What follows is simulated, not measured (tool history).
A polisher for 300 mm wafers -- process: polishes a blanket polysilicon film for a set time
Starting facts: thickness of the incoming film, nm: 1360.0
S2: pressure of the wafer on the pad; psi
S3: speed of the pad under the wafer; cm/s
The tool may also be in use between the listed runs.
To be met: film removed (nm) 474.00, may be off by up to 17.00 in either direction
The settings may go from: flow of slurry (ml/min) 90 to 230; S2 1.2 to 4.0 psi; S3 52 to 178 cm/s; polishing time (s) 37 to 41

Run 1, hour 0.0: flow of slurry (ml/min) 150, S2 2.6 psi, S3 114 cm/s, polishing time (s) 41. Result: film removed (nm) 336.02.
Run 2, hour 7.6: flow of slurry (ml/min) 150, S2 2.7 psi, S3 114 cm/s, polishing time (s) 41. Result: film removed (nm) 344.05.
Run 3, hour 10.7: flow of slurry (ml/min) 150, S2 2.7 psi, S3 86 cm/s, polishing time (s) 41. Result: film removed (nm) 265.73.
Run 4, hour 11.4: flow of slurry (ml/min) 150, S2 2.9 psi, S3 88 cm/s, polishing time (s) 41. Result: film removed (nm) 288.02.
Run 5, hour 16.3: flow of slurry (ml/min) 150, S2 3.1 psi, S3 90 cm/s, polishing time (s) 41. Result: film removed (nm) 313.88.
Run 6, hour 20.4: flow of slurry (ml/min) 150, S2 3.1 psi, S3 90 cm/s, polishing time (s) 41. Result: film removed (nm) 308.80.
Run 7, hour 23.0: flow of slurry (ml/min) 150, S2 3.2 psi, S3 92 cm/s, polishing time (s) 41. Result: film removed (nm) 328.56.
Run 8, hour 25.1: flow of slurry (ml/min) 150, S2 3.3 psi, S3 94 cm/s, polishing time (s) 41. Result: film removed (nm) 342.11.
Run 9, hour 29.3: flow of slurry (ml/min) 150, S2 3.4 psi, S3 96 cm/s, polishing time (s) 41. Result: film removed (nm) 360.07.
Run 10, hour 38.1: flow of slurry (ml/min) 150, S2 3.5 psi, S3 98 cm/s, polishing time (s) 41. Result: film removed (nm) 374.79.
Run 11, hour 43.4: flow of slurry (ml/min) 150, S2 3.6 psi, S3 100 cm/s, polishing time (s) 41. Result: film removed (nm) 394.65.

Next run, 5 choices. One meets every target within its allowed miss, the rest don't. Which?
Run A, hour 48.7: flow of slurry (ml/min) 150, S2 3.6 psi, S3 118 cm/s, polishing time (s) 41. Result: film removed (nm) ?.
Run B, hour 48.7: flow of slurry (ml/min) 185, S2 3.6 psi, S3 100 cm/s, polishing time (s) 37. Result: film removed (nm) ?.
Run C, hour 48.7: flow of slurry (ml/min) 130, S2 3.3 psi, S3 94 cm/s, polishing time (s) 37. Result: film removed (nm) ?.
Run D, hour 48.7: flow of slurry (ml/min) 165, S2 3.5 psi, S3 84 cm/s, polishing time (s) 37. Result: film removed (nm) ?.
Run E, hour 48.7: flow of slurry (ml/min) 150, S2 3.5 psi, S3 106 cm/s, polishing time (s) 37. Result: film removed (nm) ?.

move  film removed (nm)
   A             468.22
   B             372.71
   C             303.56
   D             301.35
   E             370.82
A: all results land within tolerance of their targets
B: further off than the last run
C: further off than the last run
D: further off than the last run
E: further off than the last run
A is the move that brings every result within its allowed miss.

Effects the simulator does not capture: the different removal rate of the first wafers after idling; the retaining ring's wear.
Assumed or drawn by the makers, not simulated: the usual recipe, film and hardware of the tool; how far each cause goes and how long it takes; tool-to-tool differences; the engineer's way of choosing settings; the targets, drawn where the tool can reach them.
